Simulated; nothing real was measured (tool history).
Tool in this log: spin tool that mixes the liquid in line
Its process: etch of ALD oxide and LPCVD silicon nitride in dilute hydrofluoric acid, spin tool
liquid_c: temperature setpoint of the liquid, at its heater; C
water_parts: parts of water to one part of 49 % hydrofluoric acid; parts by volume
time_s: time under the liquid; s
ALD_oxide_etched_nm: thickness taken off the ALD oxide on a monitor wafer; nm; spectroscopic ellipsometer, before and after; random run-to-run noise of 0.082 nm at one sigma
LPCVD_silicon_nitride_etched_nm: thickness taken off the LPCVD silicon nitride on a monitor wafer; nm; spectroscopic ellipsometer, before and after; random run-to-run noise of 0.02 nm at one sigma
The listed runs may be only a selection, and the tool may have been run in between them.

run,hour,liquid_c,water_parts,time_s,ALD_oxide_etched_nm,LPCVD_silicon_nitride_etched_nm
1,0.0,25,140,180,14.709,0.80694
2,6.8,24,145,180,13.477,0.77487
3,11.7,23,145,180,12.984,0.65884
4,20.3,23,150,180,12.431,0.67748
5,29.0,26,150,180,13.860,0.79670
6,34.6,25,150,180,13.591,0.74947
7,41.1,24,150,180,13.071,0.70978

For run 8, what comes out?
# hour 41.7: thermometer replaced
8,41.7,24,150,180,?,?

ALD_oxide_etched_nm: 11.786 nm
LPCVD_silicon_nitride_etched_nm: 0.64186 nm

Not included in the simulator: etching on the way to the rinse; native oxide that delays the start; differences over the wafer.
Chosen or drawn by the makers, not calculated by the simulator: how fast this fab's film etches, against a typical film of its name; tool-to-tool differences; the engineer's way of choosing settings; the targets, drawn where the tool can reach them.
